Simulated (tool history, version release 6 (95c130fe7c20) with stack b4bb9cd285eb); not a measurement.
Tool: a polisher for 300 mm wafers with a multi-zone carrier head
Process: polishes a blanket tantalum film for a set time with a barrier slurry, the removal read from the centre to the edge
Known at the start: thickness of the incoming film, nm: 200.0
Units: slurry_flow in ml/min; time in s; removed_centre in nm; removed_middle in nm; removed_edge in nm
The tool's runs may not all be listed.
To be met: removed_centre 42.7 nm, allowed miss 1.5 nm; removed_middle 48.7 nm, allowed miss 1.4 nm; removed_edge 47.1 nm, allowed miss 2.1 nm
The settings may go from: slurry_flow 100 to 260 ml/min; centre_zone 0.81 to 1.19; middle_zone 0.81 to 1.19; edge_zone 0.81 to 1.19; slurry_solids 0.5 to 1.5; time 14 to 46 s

run 1 hour=0 | slurry_flow=165 centre_zone=1 middle_zone=1 edge_zone=1 slurry_solids=1 time=30 | removed_centre=64.063 removed_middle=63.436 removed_edge=64.694
run 2 hour=7.9 | slurry_flow=160 centre_zone=0.96 middle_zone=1 edge_zone=0.96 slurry_solids=0.85 time=29 | removed_centre=56.89 removed_middle=58.07 removed_edge=57.362
run 3 hour=12.3 | slurry_flow=150 centre_zone=0.92 middle_zone=0.99 edge_zone=0.94 slurry_solids=0.8 time=29 | removed_centre=54.087 removed_middle=57.659 removed_edge=56.142
run 4 hour=16.3 | slurry_flow=145 centre_zone=0.89 middle_zone=0.98 edge_zone=0.93 slurry_solids=0.7 time=29 | removed_centre=50.989 removed_middle=54.421 removed_edge=52.301
run 5 hour=22.3 | slurry_flow=185 centre_zone=0.89 middle_zone=0.98 edge_zone=0.93 slurry_solids=0.7 time=29 | removed_centre=52.04 removed_middle=57.401 removed_edge=53.835
run 6 hour=26.6 | slurry_flow=150 centre_zone=0.89 middle_zone=0.98 edge_zone=0.93 slurry_solids=0.7 time=29 | removed_centre=50.05 removed_middle=54.837 removed_edge=52.27
run 7 hour=31.4 | slurry_flow=150 centre_zone=0.89 middle_zone=0.98 edge_zone=0.93 slurry_solids=0.7 time=29 | removed_centre=50.545 removed_middle=54.778 removed_edge=53.064
run 8 hour=40.2 | slurry_flow=115 centre_zone=0.81 middle_zone=0.94 edge_zone=0.84 slurry_solids=0.5 time=29 | removed_centre=39.214 removed_middle=45.095 removed_edge=44.396
run 9 hour=48.6 | slurry_flow=125 centre_zone=0.81 middle_zone=0.94 edge_zone=0.85 slurry_solids=0.5 time=29 | removed_centre=39.772 removed_middle=45.92 removed_edge=46.104

Which of these 5 next moves meets every target?
run A hour=57 | slurry_flow=115 centre_zone=0.82 middle_zone=0.9 edge_zone=0.9 slurry_solids=0.5 time=29 | removed_centre=? removed_middle=? removed_edge=?
run B hour=57 | slurry_flow=110 centre_zone=0.85 middle_zone=0.96 edge_zone=0.87 slurry_solids=0.55 time=30 | removed_centre=? removed_middle=? removed_edge=?
run C hour=57 | slurry_flow=170 centre_zone=0.82 middle_zone=1.18 edge_zone=0.83 slurry_solids=0.55 time=26 | removed_centre=? removed_middle=? removed_edge=?
run D hour=57 | slurry_flow=110 centre_zone=0.83 middle_zone=1.03 edge_zone=0.81 slurry_solids=0.85 time=27 | removed_centre=? removed_middle=? removed_edge=?
run E hour=57 | slurry_flow=105 centre_zone=0.9 middle_zone=0.96 edge_zone=0.84 slurry_solids=0.55 time=29 | removed_centre=? removed_middle=? removed_edge=?

move=A removed_centre=39.543 removed_middle=44.405 removed_edge=45.796
move=B removed_centre=42.703 removed_middle=48.453 removed_edge=47.572
move=C removed_centre=40.47 removed_middle=53.31 removed_edge=43.508
move=D removed_centre=42.352 removed_middle=51.264 removed_edge=46.814
move=E removed_centre=42.634 removed_middle=46.137 removed_edge=44.913
A: further off than the last run
B: meets every target
C: takes the result that was furthest off past its target
D: takes the result that was furthest off past its target
E: nearer than the last run, and not there yet
The right move is B.
